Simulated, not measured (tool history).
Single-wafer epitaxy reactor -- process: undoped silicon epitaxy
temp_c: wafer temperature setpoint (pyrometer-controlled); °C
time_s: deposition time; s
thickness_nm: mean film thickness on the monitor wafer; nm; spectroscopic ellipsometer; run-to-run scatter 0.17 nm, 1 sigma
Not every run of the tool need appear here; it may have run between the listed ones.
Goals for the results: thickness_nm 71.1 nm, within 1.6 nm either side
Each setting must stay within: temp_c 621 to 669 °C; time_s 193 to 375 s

run    day  temp_c  time_s  thickness_nm
  1      0     645     284        39.741
  2  0.029     647     286        41.844
  3  0.088     649     288        44.374
  4  0.388     649     252        38.641
  5  0.683     651     256        41.478
  6  0.888     651     278        44.811
  7  0.938     651     278        44.959
  8  1.054     653     279        47.464
  9  1.104     655     279        49.978
 10  1.146     656     279        51.207
 11  1.279     657     279        52.215
 12  1.617     658     280        53.924
 13  1.812     659     280        55.261
 14  2.138     660     280        56.804
 15  2.346     661     280        57.995
 16  2.421     662     280        59.301
 17  2.712     669     290        73.133

4 next moves are on the table. One of them brings every result within its allowed miss. Which?
  A  3.004     664     296             ?
  B  3.004     664     317             ?
  C  3.004     668     313             ?
  D  3.004     666     287             ?

move  thickness_nm
   A        65.887
   B        70.562
   C        76.719
   D        67.045
A: the result that was furthest off in the last run now lies on the other side of its target
B: meets every target
C: further off than the last run
D: the result that was furthest off in the last run now lies on the other side of its target
Correct choice: B, which meets every target

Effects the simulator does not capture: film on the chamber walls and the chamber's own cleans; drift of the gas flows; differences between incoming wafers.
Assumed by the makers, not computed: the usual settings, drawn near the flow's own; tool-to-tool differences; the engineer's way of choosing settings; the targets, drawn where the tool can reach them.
